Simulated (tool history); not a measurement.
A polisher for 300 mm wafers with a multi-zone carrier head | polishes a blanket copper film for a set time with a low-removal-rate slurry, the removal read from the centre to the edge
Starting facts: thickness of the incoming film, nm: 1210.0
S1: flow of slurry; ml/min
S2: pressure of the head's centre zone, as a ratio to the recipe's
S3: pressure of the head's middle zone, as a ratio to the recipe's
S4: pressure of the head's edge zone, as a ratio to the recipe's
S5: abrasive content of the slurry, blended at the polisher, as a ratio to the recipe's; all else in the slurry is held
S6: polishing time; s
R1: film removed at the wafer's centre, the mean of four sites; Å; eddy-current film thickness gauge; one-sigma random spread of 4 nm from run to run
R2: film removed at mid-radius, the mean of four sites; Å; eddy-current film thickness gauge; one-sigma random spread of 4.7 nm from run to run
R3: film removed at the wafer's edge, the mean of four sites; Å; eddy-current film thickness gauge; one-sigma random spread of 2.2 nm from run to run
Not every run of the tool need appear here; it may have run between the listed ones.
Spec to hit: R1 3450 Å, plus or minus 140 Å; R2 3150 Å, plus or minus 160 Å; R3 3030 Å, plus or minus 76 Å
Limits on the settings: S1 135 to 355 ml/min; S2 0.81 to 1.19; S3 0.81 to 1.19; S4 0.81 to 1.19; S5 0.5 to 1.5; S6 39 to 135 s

| run | hour | S1 | S2 | S3 | S4 | S5 | S6 | R1 | R2 | R3 |
|---|---|---|---|---|---|---|---|---|---|---|
| 1 | 0 | 225 | 1 | 1 | 1 | 1 | 87 | 2133.9 | 2085.9 | 2097.3 |
| 2 | 8.1 | 225 | 1.03 | 1 | 1 | 1 | 87 | 2153.7 | 2078.8 | 2084.3 |
| 3 | 16.2 | 225 | 1.03 | 1 | 0.94 | 1 | 87 | 2200.6 | 2036.8 | 2016.6 |
| 4 | 24.2 | 225 | 1.06 | 1 | 0.94 | 1 | 87 | 2172.2 | 2063.4 | 2022.7 |
| 5 | 27.7 | 225 | 1.06 | 1 | 0.94 | 1 | 107 | 2756.1 | 2500.8 | 2486.4 |
| 6 | 36.3 | 235 | 1.08 | 1.01 | 0.95 | 1.05 | 107 | 2833 | 2619.7 | 2541.7 |
| 7 | 39 | 240 | 1.09 | 1.01 | 0.96 | 1.1 | 108 | 2926.6 | 2739 | 2574.6 |
| 8 | 47.1 | 240 | 1.1 | 1 | 0.98 | 1.15 | 109 | 3032.4 | 2719.5 | 2674.3 |

Next run, 5 choices. One meets every target within its allowed miss, the rest don't. Which?
| A | 55.2 | 245 | 0.91 | 1.18 | 1.03 | 1.1 | 122 | ? | ? | ? |
| B | 55.2 | 250 | 1.14 | 0.98 | 0.91 | 1.05 | 100 | ? | ? | ? |
| C | 55.2 | 210 | 1.15 | 0.9 | 1.04 | 1.25 | 95 | ? | ? | ? |
| D | 55.2 | 165 | 0.99 | 0.87 | 1.16 | 1.05 | 120 | ? | ? | ? |
| E | 55.2 | 160 | 1.11 | 1.02 | 0.96 | 1.35 | 125 | ? | ? | ? |

| move | R1 | R2 | R3 |
|---|---|---|---|
| A | 2832.6 | 3428.2 | 3049.7 |
| B | 2892.5 | 2435.5 | 2346.2 |
| C | 2802 | 2208 | 2420.5 |
| D | 2853.7 | 2565.8 | 3065 |
| E | 3480.8 | 3117 | 3030 |
A: puts the biggest miss on target and leaves a different result outside tolerance
B: lands further from the targets than the last run did
C: lands further from the targets than the last run did
D: puts the biggest miss on target and leaves a different result outside tolerance
E: all results land within tolerance of their targets
Answer: E

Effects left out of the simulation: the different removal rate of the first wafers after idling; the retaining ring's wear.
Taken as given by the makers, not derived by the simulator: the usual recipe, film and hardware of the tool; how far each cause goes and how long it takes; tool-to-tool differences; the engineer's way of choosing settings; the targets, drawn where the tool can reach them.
